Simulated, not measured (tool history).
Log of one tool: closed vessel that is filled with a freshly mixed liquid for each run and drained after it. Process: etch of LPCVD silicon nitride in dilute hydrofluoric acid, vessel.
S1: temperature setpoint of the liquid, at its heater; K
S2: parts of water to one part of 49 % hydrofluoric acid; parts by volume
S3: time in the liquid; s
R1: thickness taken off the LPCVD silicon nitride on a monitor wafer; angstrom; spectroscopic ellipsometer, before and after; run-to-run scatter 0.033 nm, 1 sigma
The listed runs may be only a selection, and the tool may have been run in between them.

{"run": 1, "day": 0.0, "S1": 297.15, "S2": 160, "S3": 670, "R1": 25.105}
{"run": 2, "day": 0.029, "S1": 300.65, "S2": 160, "S3": 670, "R1": 30.473}
{"run": 3, "day": 0.279, "S1": 300.65, "S2": 215, "S3": 670, "R1": 22.61}
{"run": 4, "day": 0.538, "S1": 300.65, "S2": 215, "S3": 670, "R1": 23.283}
{"run": 5, "day": 0.617, "S1": 301.65, "S2": 205, "S3": 670, "R1": 25.348}
{"run": 6, "day": 0.712, "S1": 301.65, "S2": 180, "S3": 670, "R1": 28.673}

Forecast run 7:
{"run": 7, "day": 1.071, "S1": 302.65, "S2": 175, "S3": 670, "R1": "?"}

{"run 7": {"R1": 32.006}}
